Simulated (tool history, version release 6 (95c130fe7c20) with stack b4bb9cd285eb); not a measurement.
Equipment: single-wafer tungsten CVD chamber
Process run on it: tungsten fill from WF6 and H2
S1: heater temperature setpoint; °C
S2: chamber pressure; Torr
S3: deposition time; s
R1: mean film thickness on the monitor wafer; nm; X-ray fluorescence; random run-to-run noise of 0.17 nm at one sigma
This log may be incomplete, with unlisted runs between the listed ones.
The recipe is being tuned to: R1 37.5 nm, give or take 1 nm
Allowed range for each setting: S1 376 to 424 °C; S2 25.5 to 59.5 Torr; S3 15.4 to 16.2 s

run 1 hour=0 | S1=400 S2=42.5 S3=16.2 | R1=52.066
run 2 hour=2.2 | S1=396 S2=42.3 S3=16.2 | R1=47.955
run 3 hour=9 | S1=393 S2=42.1 S3=16.2 | R1=44.738
run 4 hour=15.6 | S1=399 S2=42.1 S3=16.2 | R1=50.898
run 5 hour=17.4 | S1=396 S2=41.9 S3=16.2 | R1=47.423
run 6 hour=24.3 | S1=396 S2=35 S3=16.2 | R1=43.699
run 7 hour=26.7 | S1=394 S2=34.9 S3=16.2 | R1=41.455
run 8 hour=31.8 | S1=393 S2=34.9 S3=16.2 | R1=40.862
run 9 hour=39.6 | S1=392 S2=34.9 S3=16.2 | R1=39.752
run 10 hour=42.1 | S1=391 S2=34.9 S3=16.2 | R1=39.346

5 candidate next runs follow, results not yet known. Just one meets every target within its allowed miss. Identify it.
run A hour=44.6 | S1=390 S2=38.8 S3=16.2 | R1=?
run B hour=44.6 | S1=392 S2=31.2 S3=16.1 | R1=?
run C hour=44.6 | S1=394 S2=33.6 S3=16.2 | R1=?
run D hour=44.6 | S1=393 S2=39.5 S3=15.4 | R1=?
run E hour=44.6 | S1=394 S2=37.9 S3=15.8 | R1=?

move=A R1=40.302
move=B R1=37.878
move=C R1=41.179
move=D R1=41.246
move=E R1=42.438
A: further off than the last run
B: every result lands within tolerance
C: further off than the last run
D: further off than the last run
E: further off than the last run
So the answer is move B, the one that meets all the targets.
